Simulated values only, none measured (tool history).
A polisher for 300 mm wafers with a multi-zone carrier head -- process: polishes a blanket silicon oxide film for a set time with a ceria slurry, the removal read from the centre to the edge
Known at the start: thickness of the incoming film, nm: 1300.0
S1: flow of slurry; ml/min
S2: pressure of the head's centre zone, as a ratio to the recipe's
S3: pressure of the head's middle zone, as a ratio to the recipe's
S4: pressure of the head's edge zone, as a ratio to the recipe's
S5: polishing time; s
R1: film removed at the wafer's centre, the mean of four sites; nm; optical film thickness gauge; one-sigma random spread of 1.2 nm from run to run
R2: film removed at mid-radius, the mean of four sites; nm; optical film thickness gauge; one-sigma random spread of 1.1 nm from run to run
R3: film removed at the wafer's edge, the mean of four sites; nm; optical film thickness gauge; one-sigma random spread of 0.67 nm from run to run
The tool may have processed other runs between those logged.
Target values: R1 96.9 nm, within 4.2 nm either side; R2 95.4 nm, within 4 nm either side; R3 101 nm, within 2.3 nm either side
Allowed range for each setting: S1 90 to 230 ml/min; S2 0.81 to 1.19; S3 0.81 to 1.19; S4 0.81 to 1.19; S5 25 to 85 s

run,hour,S1,S2,S3,S4,S5,R1,R2,R3
1,0,150,1,1,1,55,144.6,145.23,144.52
2,2.6,150,1,1,0.94,55,146.34,141.59,142.09
3,11.4,145,0.98,0.99,0.92,51,131.07,127.24,128.69
4,18.3,145,0.98,0.93,0.92,51,133.06,122.43,129.05
5,26.5,145,0.98,0.99,0.92,51,131,129.88,126.91
6,34.6,145,0.98,0.94,0.92,51,131.35,126.67,128.52
7,40.8,135,0.96,0.91,0.9,49,121.34,117.13,120.07
8,43.1,100,0.87,0.81,0.82,44,90.302,85.725,98.604
9,43.7,100,0.87,0.81,0.82,44,89.325,86.246,97.53
10,47.7,100,0.87,0.81,0.82,44,89.064,86.909,98.14
11,51,110,0.88,0.82,0.82,44,93.443,89.316,100.13
12,59.9,125,0.88,0.89,0.81,44,98.616,97.013,103.07

Exercise: of the 5 proposed moves below, exactly one satisfies all targets within the stated allowed misses. Which move is it?
A,68.8,140,0.88,0.87,0.86,42,?,?,?
B,68.8,95,0.95,1.05,0.82,43,?,?,?
C,68.8,120,0.89,0.85,0.81,46,?,?,?
D,68.8,125,0.92,0.82,0.85,45,?,?,?
E,68.8,115,0.91,0.93,0.81,45,?,?,?

move,R1,R2,R3
A,98.028,95.589,101.76
B,94.659,102.46,94.274
C,103.82,98.86,105.7
D,105.87,94.908,106.46
E,102.25,102.95,102.45
A: meets every target
B: takes the result that was furthest off past its target
C: further off than the last run
D: further off than the last run
E: gets the furthest-off result to its target, but another result is out of tolerance
A is the move that brings every result within its allowed miss.
